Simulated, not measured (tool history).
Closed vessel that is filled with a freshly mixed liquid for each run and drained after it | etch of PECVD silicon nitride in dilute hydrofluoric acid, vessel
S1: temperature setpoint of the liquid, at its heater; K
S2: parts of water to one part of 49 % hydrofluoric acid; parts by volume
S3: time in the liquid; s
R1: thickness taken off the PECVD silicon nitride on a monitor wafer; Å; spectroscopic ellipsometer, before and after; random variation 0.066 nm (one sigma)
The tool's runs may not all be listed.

run    day      S1   S2   S3      R1
  1      0  298.15  125  265  122.32
  2  0.142  298.15  125  290  134.84
  3  0.342  298.15  125  290  135.28
  4  0.671  301.65  125  290  169.68
  5  1.038  299.65  130  290  140.66
  6  1.396  298.15  130  290  131.15
  7  1.546  294.15  155  290  85.373

Forecast run 8:
  8  1.646  293.65  155  290   ?

R1: 82.279 Å
